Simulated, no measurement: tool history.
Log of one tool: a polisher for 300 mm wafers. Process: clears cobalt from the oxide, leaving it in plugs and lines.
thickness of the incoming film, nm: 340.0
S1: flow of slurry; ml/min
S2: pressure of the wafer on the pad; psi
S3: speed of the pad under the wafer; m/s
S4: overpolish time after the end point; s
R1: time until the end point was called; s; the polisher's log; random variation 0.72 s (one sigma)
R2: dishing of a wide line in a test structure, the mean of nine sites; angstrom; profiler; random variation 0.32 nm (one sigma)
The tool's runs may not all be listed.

run,hour,S1,S2,S3,S4,R1,R2
1,0,145,2,1.2,13,53.792,474.62
2,1.8,180,2,1.2,13,52.077,482.98
3,4.7,180,1.8,1.2,11,56.39,419.75
4,6.4,180,1.8,1.42,11,50.462,452.58
5,8.6,180,1.6,1.4,9,55.687,369.13
6,10.8,170,1.4,1.4,9,62.104,351.15
7,19.1,165,1.3,1.4,8,65.522,305.77
8,21.4,155,1.2,1.4,8,73.093,284.71
9,26.1,145,1.2,1.4,8,71.443,293.67
10,33.4,140,1.2,1.4,8,73.292,289.48
11,39.2,130,1.2,1.4,8,73.923,283.39
12,46.3,125,1.2,1.4,8,73.983,283.46
13,55.1,125,1.2,1.4,8,74.741,283.39

The next listed run, before its measurement:
14,56.4,120,1.2,1.4,8,?,?

Run 14 gave R1 75.114 s, R2 285.19 angstrom.
